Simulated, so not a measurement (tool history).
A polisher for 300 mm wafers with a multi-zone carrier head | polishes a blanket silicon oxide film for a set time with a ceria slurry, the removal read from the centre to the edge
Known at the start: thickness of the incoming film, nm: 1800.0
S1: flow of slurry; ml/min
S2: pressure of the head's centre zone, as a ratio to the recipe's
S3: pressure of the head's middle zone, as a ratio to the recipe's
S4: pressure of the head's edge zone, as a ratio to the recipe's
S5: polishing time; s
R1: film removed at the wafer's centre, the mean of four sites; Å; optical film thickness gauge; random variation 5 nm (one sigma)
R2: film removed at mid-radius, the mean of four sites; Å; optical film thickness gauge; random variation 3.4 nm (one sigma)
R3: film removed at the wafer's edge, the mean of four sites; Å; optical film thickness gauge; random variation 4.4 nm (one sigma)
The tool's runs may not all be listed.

{"run": 1, "hour": 0.0, "S1": 215, "S2": 1.0, "S3": 1.0, "S4": 1.0, "S5": 61, "R1": 2295.1, "R2": 2273.2, "R3": 2314.8}
{"run": 2, "hour": 5.7, "S1": 215, "S2": 1.0, "S3": 0.93, "S4": 1.0, "S5": 61, "R1": 2289.5, "R2": 2162.9, "R3": 2324.0}
{"run": 3, "hour": 9.2, "S1": 220, "S2": 1.03, "S3": 0.96, "S4": 1.01, "S5": 65, "R1": 2567.1, "R2": 2370.5, "R3": 2532.7}
{"run": 4, "hour": 13.2, "S1": 220, "S2": 1.03, "S3": 0.89, "S4": 1.01, "S5": 65, "R1": 2544.6, "R2": 2290.0, "R3": 2459.9}
{"run": 5, "hour": 19.8, "S1": 230, "S2": 1.05, "S3": 0.93, "S4": 1.02, "S5": 68, "R1": 2714.1, "R2": 2470.4, "R3": 2714.0}
{"run": 6, "hour": 22.5, "S1": 230, "S2": 1.08, "S3": 0.96, "S4": 1.0, "S5": 70, "R1": 2889.9, "R2": 2567.3, "R3": 2695.8}

Forecast run 7:
{"run": 7, "hour": 29.8, "S1": 235, "S2": 1.1, "S3": 0.99, "S4": 1.01, "S5": 72, "R1": "?", "R2": "?", "R3": "?"}

{"run 7": {"R1": 3028.3, "R2": 2749.7, "R3": 2799.1}}
